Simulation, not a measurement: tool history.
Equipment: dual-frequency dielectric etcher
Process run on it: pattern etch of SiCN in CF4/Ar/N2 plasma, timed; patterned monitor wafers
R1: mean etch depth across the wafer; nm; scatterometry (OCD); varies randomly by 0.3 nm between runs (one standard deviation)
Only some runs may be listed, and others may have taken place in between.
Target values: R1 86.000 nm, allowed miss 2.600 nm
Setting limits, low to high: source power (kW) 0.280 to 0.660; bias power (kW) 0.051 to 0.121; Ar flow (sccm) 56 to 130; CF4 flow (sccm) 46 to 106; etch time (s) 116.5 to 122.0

Run 1, hour 0.0: source power (kW) 0.470, bias power (kW) 0.086, Ar flow (sccm) 93, CF4 flow (sccm) 76, etch time (s) 116.5. Result: R1 111.900 nm.
Run 2, hour 7.5: source power (kW) 0.470, bias power (kW) 0.086, Ar flow (sccm) 82, CF4 flow (sccm) 76, etch time (s) 116.5. Result: R1 112.800 nm.
Run 3, hour 15.9: source power (kW) 0.440, bias power (kW) 0.085, Ar flow (sccm) 82, CF4 flow (sccm) 76, etch time (s) 116.5. Result: R1 105.650 nm.
Run 4, hour 19.6: source power (kW) 0.440, bias power (kW) 0.085, Ar flow (sccm) 82, CF4 flow (sccm) 85, etch time (s) 116.5. Result: R1 106.050 nm.
Run 5, hour 26.4: source power (kW) 0.440, bias power (kW) 0.085, Ar flow (sccm) 82, CF4 flow (sccm) 77, etch time (s) 116.5. Result: R1 105.600 nm.
Run 6, hour 33.6: source power (kW) 0.420, bias power (kW) 0.084, Ar flow (sccm) 82, CF4 flow (sccm) 77, etch time (s) 116.5. Result: R1 99.733 nm.
Run 7, hour 38.7: source power (kW) 0.410, bias power (kW) 0.084, Ar flow (sccm) 82, CF4 flow (sccm) 77, etch time (s) 116.5. Result: R1 97.084 nm.
Run 8, hour 46.8: source power (kW) 0.400, bias power (kW) 0.084, Ar flow (sccm) 82, CF4 flow (sccm) 77, etch time (s) 116.5. Result: R1 94.626 nm.
Run 9, hour 51.7: source power (kW) 0.390, bias power (kW) 0.084, Ar flow (sccm) 82, CF4 flow (sccm) 77, etch time (s) 116.5. Result: R1 91.560 nm.
Run 10, hour 60.5: source power (kW) 0.390, bias power (kW) 0.084, Ar flow (sccm) 82, CF4 flow (sccm) 77, etch time (s) 116.5. Result: R1 91.683 nm.
Run 11, hour 69.4: source power (kW) 0.380, bias power (kW) 0.084, Ar flow (sccm) 82, CF4 flow (sccm) 77, etch time (s) 116.5. Result: R1 89.347 nm.

Consider the 4 candidate settings below. Which is the only one whose results all fall within their allowed miss of target?
Run A, hour 78.3: source power (kW) 0.390, bias power (kW) 0.086, Ar flow (sccm) 100, CF4 flow (sccm) 75, etch time (s) 121.5. Result: R1 ?.
Run B, hour 78.3: source power (kW) 0.380, bias power (kW) 0.094, Ar flow (sccm) 88, CF4 flow (sccm) 92, etch time (s) 119.5. Result: R1 ?.
Run C, hour 78.3: source power (kW) 0.370, bias power (kW) 0.084, Ar flow (sccm) 80, CF4 flow (sccm) 74, etch time (s) 116.5. Result: R1 ?.
Run D, hour 78.3: source power (kW) 0.370, bias power (kW) 0.089, Ar flow (sccm) 83, CF4 flow (sccm) 85, etch time (s) 120.5. Result: R1 ?.

move      R1
   A  94.478
   B  96.025
   C  86.108
   D  91.834
A: the biggest miss grows against the last run
B: the biggest miss grows against the last run
C: every result within its allowed miss
D: the biggest miss grows against the last run
Correct choice: C, which meets every target
